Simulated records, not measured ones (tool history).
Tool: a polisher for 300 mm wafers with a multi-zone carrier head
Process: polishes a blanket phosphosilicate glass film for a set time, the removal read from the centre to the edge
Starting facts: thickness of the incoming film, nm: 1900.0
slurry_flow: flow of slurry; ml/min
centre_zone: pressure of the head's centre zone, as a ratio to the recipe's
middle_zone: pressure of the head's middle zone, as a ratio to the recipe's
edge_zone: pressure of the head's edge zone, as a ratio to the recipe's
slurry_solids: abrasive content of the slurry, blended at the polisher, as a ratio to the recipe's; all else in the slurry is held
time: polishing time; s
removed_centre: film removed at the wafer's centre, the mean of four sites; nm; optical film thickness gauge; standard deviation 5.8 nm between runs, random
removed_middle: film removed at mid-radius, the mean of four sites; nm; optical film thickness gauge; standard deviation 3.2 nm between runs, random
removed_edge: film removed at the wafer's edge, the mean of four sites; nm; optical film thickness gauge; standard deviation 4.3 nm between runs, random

| run | hour | slurry_flow | centre_zone | middle_zone | edge_zone | slurry_solids | time | removed_centre | removed_middle | removed_edge |
|---|---|---|---|---|---|---|---|---|---|---|
| 1 | 0 | 310 | 1 | 1 | 1 | 1 | 73 | 605.53 | 600.07 | 564.46 |
| 2 | 4.6 | 355 | 1 | 1 | 1 | 1 | 73 | 618.94 | 596.02 | 557.16 |
| 3 | 6.5 | 355 | 1 | 1 | 1 | 1 | 64 | 529.67 | 523.35 | 491.58 |
| 4 | 8.3 | 405 | 1 | 1 | 1 | 1 | 64 | 544.43 | 532.04 | 495.44 |
| 5 | 9 | 400 | 0.98 | 0.99 | 0.99 | 1 | 64 | 527.2 | 523.73 | 497.2 |
| 6 | 10.4 | 400 | 0.98 | 0.99 | 0.94 | 1 | 64 | 518.8 | 525.77 | 481.93 |
| 7 | 17.2 | 400 | 0.96 | 0.98 | 0.93 | 1 | 64 | 518.69 | 522.21 | 483.84 |

Run 8, settings as shown, results not yet in. Your forecast:
| 8 | 19.9 | 395 | 0.94 | 0.97 | 0.93 | 0.95 | 64 | ? | ? | ? |

{"run 8": {"removed_centre": 498.96, "removed_middle": 503.06, "removed_edge": 468.58}}
